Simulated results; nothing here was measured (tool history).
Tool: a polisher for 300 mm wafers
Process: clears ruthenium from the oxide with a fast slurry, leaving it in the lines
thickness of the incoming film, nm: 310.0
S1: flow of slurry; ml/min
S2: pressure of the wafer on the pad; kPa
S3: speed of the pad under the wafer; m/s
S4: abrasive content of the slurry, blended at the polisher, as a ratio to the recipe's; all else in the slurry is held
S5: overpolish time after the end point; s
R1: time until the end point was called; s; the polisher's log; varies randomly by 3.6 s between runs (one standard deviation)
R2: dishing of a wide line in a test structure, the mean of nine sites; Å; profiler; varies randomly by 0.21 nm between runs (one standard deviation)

Run 1, hour 0.0: S1 145 ml/min, S2 14.5 kPa, S3 1.12 m/s, S4 1.0, S5 16 s. Result: R1 94.145 s, R2 397.610 Å.
Run 2, hour 0.9: S1 145 ml/min, S2 14.5 kPa, S3 0.90 m/s, S4 1.0, S5 16 s. Result: R1 117.000 s, R2 330.220 Å.
Run 3, hour 6.3: S1 145 ml/min, S2 14.5 kPa, S3 0.90 m/s, S4 1.0, S5 21 s. Result: R1 115.810 s, R2 406.140 Å.
Run 4, hour 13.2: S1 150 ml/min, S2 13.1 kPa, S3 0.80 m/s, S4 1.0, S5 18 s. Result: R1 139.980 s, R2 299.120 Å.
Run 5, hour 16.1: S1 115 ml/min, S2 13.1 kPa, S3 0.80 m/s, S4 1.0, S5 18 s. Result: R1 147.610 s, R2 295.360 Å.
Run 6, hour 24.9: S1 115 ml/min, S2 13.1 kPa, S3 0.68 m/s, S4 1.0, S5 18 s. Result: R1 167.660 s, R2 262.710 Å.
Run 7, hour 31.7: S1 135 ml/min, S2 9.0 kPa, S3 0.54 m/s, S4 1.0, S5 10 s. Result: R1 295.070 s, R2 91.566 Å.

Predict the results of run 8:
Run 8, hour 36.7: S1 135 ml/min, S2 9.7 kPa, S3 0.54 m/s, S4 1.0, S5 11 s. Result: R1 ?, R2 ?.

Run 8 yielded R1 275.280 s, R2 105.160 Å.
